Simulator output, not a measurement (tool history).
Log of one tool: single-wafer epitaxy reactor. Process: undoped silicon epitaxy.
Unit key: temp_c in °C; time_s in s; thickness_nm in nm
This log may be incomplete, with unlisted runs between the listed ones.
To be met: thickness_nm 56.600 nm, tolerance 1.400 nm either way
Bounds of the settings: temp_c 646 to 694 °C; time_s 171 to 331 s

run  hour  temp_c  time_s  thickness_nm
  1   0.0     670     251        69.143
  2   8.2     670     285        78.928
  3   9.0     670     251        68.688
  4  16.2     668     251        65.883
  5  17.0     666     251        64.162
  6  22.1     664     251        61.216
  7  26.4     664     251        60.776
  8  34.1     663     251        60.015
  9  41.0     662     251        58.686

Of the 4 settings listed for the next run, only one would bring every result within its allowed miss of target. Which one?
  A  47.9     664     244             ?
  B  47.9     660     263             ?
  C  47.9     654     303             ?
  D  47.9     665     229             ?

move  thickness_nm
   A        59.395
   B        59.030
   C        60.138
   D        56.880
A: the biggest miss grows against the last run
B: the biggest miss grows against the last run
C: the biggest miss grows against the last run
D: all results land within tolerance of their targets
The right move is D.

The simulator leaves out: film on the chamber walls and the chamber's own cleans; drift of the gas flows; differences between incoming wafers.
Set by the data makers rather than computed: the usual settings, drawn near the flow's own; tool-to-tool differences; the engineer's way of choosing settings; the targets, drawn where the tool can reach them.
